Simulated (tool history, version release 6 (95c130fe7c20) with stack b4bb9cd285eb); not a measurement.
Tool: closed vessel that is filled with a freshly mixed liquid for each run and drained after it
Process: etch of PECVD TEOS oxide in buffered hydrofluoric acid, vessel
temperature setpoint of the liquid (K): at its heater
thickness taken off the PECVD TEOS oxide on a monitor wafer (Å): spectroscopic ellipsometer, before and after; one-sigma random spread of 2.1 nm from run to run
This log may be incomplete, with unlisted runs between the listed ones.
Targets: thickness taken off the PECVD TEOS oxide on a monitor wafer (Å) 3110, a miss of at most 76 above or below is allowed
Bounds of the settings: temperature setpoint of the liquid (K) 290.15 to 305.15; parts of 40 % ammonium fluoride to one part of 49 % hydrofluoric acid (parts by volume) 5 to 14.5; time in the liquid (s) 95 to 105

| run | day | temperature setpoint of the liquid (K) | parts of 40 % ammonium fluoride to one part of 49 % hydrofluoric acid (parts by volume) | time in the liquid (s) | thickness taken off the PECVD TEOS oxide on a monitor wafer (Å) |
|---|---|---|---|---|---|
| 1 | 0 | 298.15 | 9 | 95 | 2032.3 |
| 2 | 0.308 | 298.15 | 7 | 95 | 2670.1 |
| 3 | 0.608 | 295.65 | 7 | 95 | 2338.7 |
| 4 | 0.888 | 297.65 | 7 | 95 | 2609 |
| 5 | 1.083 | 297.65 | 7 | 105 | 2887.4 |
| 6 | 1.358 | 295.15 | 7 | 105 | 2531.9 |
| 7 | 1.617 | 296.15 | 7 | 105 | 2688.1 |
| 8 | 1.988 | 297.15 | 7 | 105 | 2826.3 |
| 9 | 2.133 | 297.65 | 7 | 105 | 2883.8 |
| 10 | 2.292 | 298.15 | 7 | 105 | 2917 |

Below are 4 possible settings for the next run. Only one of them brings all results inside the allowed miss of their targets. Which is it?
| A | 2.45 | 299.65 | 7 | 95 | ? |
| B | 2.45 | 299.65 | 6.5 | 95 | ? |
| C | 2.45 | 298.65 | 6.5 | 105 | ? |
| D | 2.45 | 299.65 | 7.5 | 105 | ? |

| move | thickness taken off the PECVD TEOS oxide on a monitor wafer (Å) |
|---|---|
| A | 2896.8 |
| B | 3089.1 |
| C | 3235.7 |
| D | 2972.1 |
A: lands further from the targets than the last run did
B: in spec on every target
C: the result that was furthest off in the last run now lies on the other side of its target
D: moves toward the targets from the last run without getting all of them in spec
B meets every target.
